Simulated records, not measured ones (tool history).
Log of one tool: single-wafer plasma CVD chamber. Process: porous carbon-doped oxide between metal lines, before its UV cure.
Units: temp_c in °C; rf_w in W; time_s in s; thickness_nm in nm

run    day  temp_c  rf_w  time_s  thickness_nm
  1      0     315   475    36.3         171.5
  2  0.246     319   445    35.9        156.05
  3  0.333     319   445    34.5        150.72
  4  0.608     319   500    34.5        164.33
  5  0.846     312   500    34.5        168.32
  6  1.192     318   500    34.5        164.22
  7  1.462     322   475    34.5        157.03
  8  1.567     325   450    34.5        148.41
  9  1.721     327   435    34.5        143.86

Forecast run 10:
 10  1.942     337   385    34.5             ?

{"run 10": {"thickness_nm": 126.05}}
